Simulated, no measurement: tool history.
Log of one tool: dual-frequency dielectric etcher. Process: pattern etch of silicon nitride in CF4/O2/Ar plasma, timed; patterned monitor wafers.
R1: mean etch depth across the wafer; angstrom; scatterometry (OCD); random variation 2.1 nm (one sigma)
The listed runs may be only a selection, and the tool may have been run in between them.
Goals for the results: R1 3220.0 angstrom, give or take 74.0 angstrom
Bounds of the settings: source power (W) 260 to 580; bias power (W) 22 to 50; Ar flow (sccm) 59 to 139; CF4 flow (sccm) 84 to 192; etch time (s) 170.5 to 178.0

run 1 hour=0.0 | source_power_(W)=420 bias_power_(W)=36 Ar_flow_(sccm)=99 CF4_flow_(sccm)=138 etch_time_(s)=170.5 | R1=2701.1
run 2 hour=6.2 | source_power_(W)=440 bias_power_(W)=36 Ar_flow_(sccm)=99 CF4_flow_(sccm)=138 etch_time_(s)=170.5 | R1=2798.2
run 3 hour=11.5 | source_power_(W)=460 bias_power_(W)=36 Ar_flow_(sccm)=99 CF4_flow_(sccm)=138 etch_time_(s)=170.5 | R1=2954.2
run 4 hour=12.4 | source_power_(W)=460 bias_power_(W)=36 Ar_flow_(sccm)=93 CF4_flow_(sccm)=138 etch_time_(s)=170.5 | R1=2930.9
run 5 hour=15.9 | source_power_(W)=460 bias_power_(W)=36 Ar_flow_(sccm)=93 CF4_flow_(sccm)=127 etch_time_(s)=170.5 | R1=2931.9
run 6 hour=22.8 | source_power_(W)=470 bias_power_(W)=36 Ar_flow_(sccm)=93 CF4_flow_(sccm)=127 etch_time_(s)=170.5 | R1=2997.4
run 7 hour=30.5 | source_power_(W)=480 bias_power_(W)=36 Ar_flow_(sccm)=93 CF4_flow_(sccm)=127 etch_time_(s)=170.5 | R1=3063.7
-- hour=31.7 wet clean of the chamber
run 8 hour=31.7 | source_power_(W)=490 bias_power_(W)=36 Ar_flow_(sccm)=93 CF4_flow_(sccm)=127 etch_time_(s)=170.5 | R1=3042.2
run 9 hour=33.8 | source_power_(W)=500 bias_power_(W)=36 Ar_flow_(sccm)=93 CF4_flow_(sccm)=127 etch_time_(s)=170.5 | R1=3073.0
run 10 hour=41.8 | source_power_(W)=510 bias_power_(W)=36 Ar_flow_(sccm)=93 CF4_flow_(sccm)=127 etch_time_(s)=170.5 | R1=3126.7

Which of these 5 next moves meets every target?
run A hour=49.8 | source_power_(W)=490 bias_power_(W)=42 Ar_flow_(sccm)=99 CF4_flow_(sccm)=167 etch_time_(s)=177.5 | R1=?
run B hour=49.8 | source_power_(W)=520 bias_power_(W)=40 Ar_flow_(sccm)=81 CF4_flow_(sccm)=143 etch_time_(s)=172.5 | R1=?
run C hour=49.8 | source_power_(W)=480 bias_power_(W)=42 Ar_flow_(sccm)=59 CF4_flow_(sccm)=149 etch_time_(s)=174.5 | R1=?
run D hour=49.8 | source_power_(W)=500 bias_power_(W)=35 Ar_flow_(sccm)=74 CF4_flow_(sccm)=143 etch_time_(s)=175.0 | R1=?
run E hour=49.8 | source_power_(W)=580 bias_power_(W)=28 Ar_flow_(sccm)=100 CF4_flow_(sccm)=144 etch_time_(s)=178.0 | R1=?

move=A R1=3391.9
move=B R1=3433.7
move=C R1=3370.9
move=D R1=3215.5
move=E R1=3374.5
A: moves the result that the last run missed by most past its target, out the other side
B: moves the result that the last run missed by most past its target, out the other side
C: moves the result that the last run missed by most past its target, out the other side
D: every result within its allowed miss
E: moves the result that the last run missed by most past its target, out the other side
D meets every target.

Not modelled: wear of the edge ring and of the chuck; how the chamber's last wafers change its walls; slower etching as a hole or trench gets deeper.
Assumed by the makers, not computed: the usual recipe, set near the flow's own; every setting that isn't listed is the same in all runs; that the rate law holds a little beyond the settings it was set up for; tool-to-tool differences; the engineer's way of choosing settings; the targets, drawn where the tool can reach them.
